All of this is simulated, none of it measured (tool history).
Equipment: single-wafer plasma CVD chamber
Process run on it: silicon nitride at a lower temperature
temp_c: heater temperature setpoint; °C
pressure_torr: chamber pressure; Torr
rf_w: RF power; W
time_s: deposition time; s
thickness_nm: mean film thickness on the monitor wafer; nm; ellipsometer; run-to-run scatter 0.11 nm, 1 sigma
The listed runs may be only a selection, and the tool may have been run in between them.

run,hour,temp_c,pressure_torr,rf_w,time_s,thickness_nm
1,0.0,330,1.77,375,27.8,39.304
2,5.8,330,1.95,390,27.8,41.641
3,7.0,330,2.09,400,27.8,43.055
4,13.2,330,2.40,400,27.8,44.528
5,17.7,321,2.40,400,27.8,44.646
6,22.4,321,2.19,400,27.8,43.694

Run 7 has not been measured yet. What should we expect?
7,29.2,321,2.46,440,27.8,?

{"run 7": {"thickness_nm": 48.261}}

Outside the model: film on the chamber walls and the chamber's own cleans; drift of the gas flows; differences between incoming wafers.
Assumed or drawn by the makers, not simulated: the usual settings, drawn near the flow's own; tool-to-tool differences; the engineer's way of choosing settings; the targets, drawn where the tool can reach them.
